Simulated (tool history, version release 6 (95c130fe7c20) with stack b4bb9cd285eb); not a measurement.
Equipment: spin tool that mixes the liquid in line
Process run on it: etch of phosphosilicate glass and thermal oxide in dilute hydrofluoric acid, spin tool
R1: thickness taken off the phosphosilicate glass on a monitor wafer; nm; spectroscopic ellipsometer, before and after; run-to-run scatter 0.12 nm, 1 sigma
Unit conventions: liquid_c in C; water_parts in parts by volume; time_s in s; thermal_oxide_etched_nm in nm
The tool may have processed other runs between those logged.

Run 1, hour 0: liquid_c 25 C, water_parts 80 parts by volume, time_s 30 s. Result: R1 22.88 nm, thermal_oxide_etched_nm 1.8034 nm.
Run 2, hour 4: liquid_c 26 C, water_parts 80 parts by volume, time_s 30 s. Result: R1 23.561 nm, thermal_oxide_etched_nm 1.8859 nm.
Run 3, hour 9: liquid_c 26 C, water_parts 60 parts by volume, time_s 30 s. Result: R1 32.402 nm, thermal_oxide_etched_nm 2.6839 nm.
Run 4, hour 14.9: liquid_c 25 C, water_parts 60 parts by volume, time_s 30 s. Result: R1 31.055 nm, thermal_oxide_etched_nm 2.4474 nm.
Run 5, hour 19.7: liquid_c 25 C, water_parts 65 parts by volume, time_s 30 s. Result: R1 28.258 nm, thermal_oxide_etched_nm 2.2571 nm.
Run 6, hour 20.6: liquid_c 25 C, water_parts 65 parts by volume, time_s 20 s. Result: R1 18.881 nm, thermal_oxide_etched_nm 1.5547 nm.
Run 7, hour 22.2: liquid_c 26.5 C, water_parts 65 parts by volume, time_s 20 s. Result: R1 20.022 nm, thermal_oxide_etched_nm 1.6226 nm.

The next listed run, before its measurement:
Run 8, hour 27.9: liquid_c 28 C, water_parts 65 parts by volume, time_s 20 s. Result: R1 ?, thermal_oxide_etched_nm ?.

{"run 8": {"R1": 21.578, "thermal_oxide_etched_nm": 1.6634}}
